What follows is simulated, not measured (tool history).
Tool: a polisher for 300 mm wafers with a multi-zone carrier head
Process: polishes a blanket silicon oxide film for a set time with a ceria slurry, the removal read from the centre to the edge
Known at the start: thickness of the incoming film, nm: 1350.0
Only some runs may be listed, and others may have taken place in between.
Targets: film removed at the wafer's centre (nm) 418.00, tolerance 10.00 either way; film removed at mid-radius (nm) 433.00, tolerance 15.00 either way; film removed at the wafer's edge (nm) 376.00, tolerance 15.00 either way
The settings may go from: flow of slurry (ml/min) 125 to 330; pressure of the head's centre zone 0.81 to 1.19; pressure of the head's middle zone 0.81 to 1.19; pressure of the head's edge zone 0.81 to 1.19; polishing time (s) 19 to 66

run  hour  flow of slurry (ml/min)  pressure of the head's centre zone  pressure of the head's middle zone  pressure of the head's edge zone  polishing time (s)  film removed at the wafer's centre (nm)  film removed at mid-radius (nm)  film removed at the wafer's edge (nm)
  1   0.0                      210                                1.00                                1.00                              1.00                  42                                   293.61                           293.45                                 290.84
  2   2.1                      210                                1.00                                0.92                              1.00                  42                                   288.17                           278.18                                 292.80
  3   9.4                      220                                1.01                                0.97                              1.01                  44                                   303.02                           304.75                                 312.07
  4  15.2                      230                                1.04                                1.01                              1.00                  45                                   324.40                           323.95                                 318.24
  5  17.8                      230                                1.04                                0.96                              1.00                  45                                   325.06                           312.59                                 325.17
  6  22.8                      240                                1.06                                1.00                              1.00                  46                                   341.11                           330.19                                 327.75
  7  25.6                      250                                1.07                                1.03                              1.01                  47                                   352.29                           349.16                                 333.59
  8  29.0                      255                                1.08                                1.05                              1.02                  48                                   367.26                           356.49                                 350.09
  9  37.9                      260                                1.08                                1.07                              1.01                  49                                   373.36                           372.68                                 346.72
 10  43.2                      265                                1.09                                1.09                              1.02                  50                                   385.41                           384.36                                 359.49
 11  46.5                      270                                1.09                                1.11                              1.02                  50                                   389.46                           393.73                                 359.28
 12  52.8                      275                                1.09                                1.12                              1.02                  50                                   388.85                           398.05                                 359.69
 13  61.2                      280                                1.10                                1.13                              1.02                  50                                   387.09                           401.92                                 366.15
 14  62.3                      285                                1.11                                1.14                              1.02                  50                                   397.87                           414.69                                 360.33
 15  65.1                      290                                1.11                                1.14                              1.03                  50                                   397.18                           413.29                                 364.56
 16  71.5                      295                                1.12                                1.14                              1.03                  50                                   398.76                           407.45                                 365.54
 17  77.7                      295                                1.12                                1.15                              1.03                  50                                   405.57                           411.00                                 370.19
 18  79.6                      300                                1.12                                1.16                              1.03                  50                                   405.13                           420.20                                 365.69
 19  84.9                      305                                1.12                                1.16                              1.03                  50                                   398.74                           418.36                                 370.01
 20  91.4                      305                                1.13                                1.17                              1.03                  50                                   402.67                           425.26                                 367.96

4 candidate next runs follow, results not yet known. Just one meets every target within its allowed miss. Identify it.
  A  97.9                      330                                0.94                                1.18                              1.07                  57                                        ?                                ?                                      ?
  B  97.9                      325                                1.13                                1.17                              1.02                  51                                        ?                                ?                                      ?
  C  97.9                      310                                1.09                                1.14                              1.11                  53                                        ?                                ?                                      ?
  D  97.9                      330                                1.10                                1.16                              1.19                  52                                        ?                                ?                                      ?

move  film removed at the wafer's centre (nm)  film removed at mid-radius (nm)  film removed at the wafer's edge (nm)
   A                                   391.18                           496.84                                 424.56
   B                                   417.00                           440.29                                 370.66
   C                                   416.46                           445.50                                 400.57
   D                                   414.90                           446.18                                 409.09
A: moves away from the targets compared with the last run
B: in spec on every target
C: brings the result that was furthest off to its target, and leaves another outside
D: brings the result that was furthest off to its target, and leaves another outside
So the answer is move B, the one that meets all the targets.
